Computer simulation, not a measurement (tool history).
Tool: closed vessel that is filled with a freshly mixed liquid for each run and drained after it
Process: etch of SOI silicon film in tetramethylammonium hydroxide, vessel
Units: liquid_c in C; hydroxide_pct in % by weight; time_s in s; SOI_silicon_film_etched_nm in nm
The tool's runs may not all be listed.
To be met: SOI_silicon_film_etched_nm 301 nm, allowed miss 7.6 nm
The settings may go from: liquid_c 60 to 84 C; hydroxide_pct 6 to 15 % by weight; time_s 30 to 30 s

run	day	liquid_c	hydroxide_pct	time_s	SOI_silicon_film_etched_nm
1	0	73	10	30	228.87
2	0.254	73	8.5	30	242.55
3	0.621	74	8.5	30	256.89
4	0.742	79.5	8.5	30	351.71
# day 0.862: thermometer replaced
5	0.862	79	8.5	30	381.02
6	0.942	78	8.5	30	359.53
7	1.146	77.5	8.5	30	351.61
8	1.204	77	8.5	30	338.52

4 next moves are on the table. One of them brings every result within its allowed miss. Which?
A	1.262	75.5	7.5	30	?
B	1.262	74.5	9.5	30	?
C	1.262	73	7	30	?
D	1.262	74	7	30	?

move	SOI_silicon_film_etched_nm
A	324.53
B	283.17
C	286.59
D	303.56
A: nearer than the last run, and not there yet
B: takes the result that was furthest off past its target
C: takes the result that was furthest off past its target
D: meets every target
Answer: D
